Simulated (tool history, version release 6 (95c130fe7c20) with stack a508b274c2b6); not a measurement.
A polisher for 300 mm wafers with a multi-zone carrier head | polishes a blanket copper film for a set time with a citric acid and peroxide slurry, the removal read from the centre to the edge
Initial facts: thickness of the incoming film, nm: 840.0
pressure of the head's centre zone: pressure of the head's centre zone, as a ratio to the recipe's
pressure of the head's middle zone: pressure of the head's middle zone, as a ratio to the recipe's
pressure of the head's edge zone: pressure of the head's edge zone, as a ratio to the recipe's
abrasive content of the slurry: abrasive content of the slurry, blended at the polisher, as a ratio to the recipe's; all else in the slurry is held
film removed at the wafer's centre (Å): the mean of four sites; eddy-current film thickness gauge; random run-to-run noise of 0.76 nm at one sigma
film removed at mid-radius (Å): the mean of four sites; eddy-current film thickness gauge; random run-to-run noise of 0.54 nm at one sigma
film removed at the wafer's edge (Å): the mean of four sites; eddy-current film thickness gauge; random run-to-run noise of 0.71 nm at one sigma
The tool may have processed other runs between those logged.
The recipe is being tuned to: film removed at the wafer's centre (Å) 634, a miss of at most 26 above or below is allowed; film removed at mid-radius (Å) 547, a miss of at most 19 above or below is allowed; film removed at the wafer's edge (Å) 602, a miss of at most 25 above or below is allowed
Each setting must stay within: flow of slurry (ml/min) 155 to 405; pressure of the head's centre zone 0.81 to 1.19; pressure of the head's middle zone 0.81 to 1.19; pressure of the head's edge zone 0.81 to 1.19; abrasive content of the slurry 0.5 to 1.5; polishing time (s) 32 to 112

| run | hour | flow of slurry (ml/min) | pressure of the head's centre zone | pressure of the head's middle zone | pressure of the head's edge zone | abrasive content of the slurry | polishing time (s) | film removed at the wafer's centre (Å) | film removed at mid-radius (Å) | film removed at the wafer's edge (Å) |
|---|---|---|---|---|---|---|---|---|---|---|
| 1 | 0 | 260 | 1 | 1 | 1 | 1 | 72 | 1071.5 | 1096 | 1117.2 |
| 2 | 4.8 | 255 | 1.01 | 0.96 | 0.97 | 0.85 | 63 | 913.38 | 890.79 | 950.69 |
| 3 | 13.8 | 255 | 1.03 | 0.95 | 0.94 | 0.75 | 56 | 833.11 | 786.45 | 794.09 |
| 4 | 18.7 | 255 | 1.03 | 0.95 | 0.94 | 0.75 | 64 | 950.32 | 889.3 | 920.78 |
| 5 | 26.6 | 255 | 1.03 | 0.92 | 0.93 | 0.7 | 58 | 842.92 | 775.78 | 820.44 |
| 6 | 27.5 | 230 | 1.03 | 0.92 | 0.93 | 0.7 | 58 | 845.9 | 782.82 | 814.49 |
| 7 | 36.5 | 230 | 1.03 | 0.89 | 0.92 | 0.65 | 53 | 764.46 | 681.32 | 749.21 |
| 8 | 39.8 | 230 | 1.03 | 0.88 | 0.9 | 0.6 | 50 | 719.22 | 640.29 | 665.07 |
| 9 | 48.4 | 230 | 1.03 | 0.88 | 0.9 | 0.6 | 50 | 702.77 | 623.91 | 698.5 |
| 10 | 57.1 | 230 | 1.04 | 0.88 | 0.88 | 0.55 | 48 | 669.12 | 598.71 | 650.52 |
| 11 | 59.2 | 230 | 1.05 | 0.87 | 0.86 | 0.55 | 47 | 664.13 | 586.87 | 625.54 |
| 12 | 66.2 | 230 | 1.05 | 0.86 | 0.85 | 0.55 | 47 | 672.68 | 576.33 | 621.18 |
| 13 | 74.9 | 230 | 1.04 | 0.85 | 0.84 | 0.55 | 47 | 669.18 | 572.48 | 622.14 |
| 14 | 82.4 | 230 | 1.03 | 0.84 | 0.83 | 0.55 | 47 | 670.04 | 568.24 | 624.29 |

Of the 4 settings listed for the next run, only one would bring every result within its allowed miss of target. Which one?
| A | 89.9 | 245 | 1.12 | 0.94 | 0.81 | 0.6 | 46 | ? | ? | ? |
| B | 89.9 | 285 | 1.03 | 0.85 | 0.88 | 0.8 | 42 | ? | ? | ? |
| C | 89.9 | 215 | 1.11 | 0.84 | 0.83 | 0.6 | 47 | ? | ? | ? |
| D | 89.9 | 300 | 1.06 | 0.87 | 0.81 | 0.65 | 45 | ? | ? | ? |

| move | film removed at the wafer's centre (Å) | film removed at mid-radius (Å) | film removed at the wafer's edge (Å) |
|---|---|---|---|
| A | 716.1 | 615.76 | 612.73 |
| B | 631.39 | 542.98 | 607.27 |
| C | 710.51 | 563.17 | 625.29 |
| D | 684.88 | 582.81 | 615.4 |
A: moves away from the targets compared with the last run
B: in spec on every target
C: moves away from the targets compared with the last run
D: moves away from the targets compared with the last run
Correct choice: B, which meets every target
